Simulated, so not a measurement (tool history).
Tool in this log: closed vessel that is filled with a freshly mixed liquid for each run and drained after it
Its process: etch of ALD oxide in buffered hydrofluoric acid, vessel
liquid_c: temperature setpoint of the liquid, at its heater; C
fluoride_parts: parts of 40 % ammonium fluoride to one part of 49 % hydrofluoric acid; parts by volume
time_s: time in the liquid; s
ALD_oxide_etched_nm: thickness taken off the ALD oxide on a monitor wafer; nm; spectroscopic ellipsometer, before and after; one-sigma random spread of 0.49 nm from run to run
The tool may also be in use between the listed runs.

run  hour  liquid_c  fluoride_parts  time_s  ALD_oxide_etched_nm
  1   0.0      23.0            13.5      35               95.214
  2   6.4      22.5            13.5      35               92.614
  3  12.1      22.5            15.0      35               83.634
  4  16.5      22.5            11.5      35              108.300
  5  21.2      22.5            11.5      35              107.600
  6  25.8      22.0            12.0      35              100.710
  7  34.8      21.5            12.5      35               92.805
  8  42.0      21.0            12.5      35               91.496
  9  44.2      20.5            12.5      35               88.098
 10  52.9      20.5            12.5      35               89.998
 11  60.7      20.0            13.0      35               82.360

Predict the results of run 12:
 12  65.8      19.5            13.0      35                    ?

ALD_oxide_etched_nm: 81.936 nm
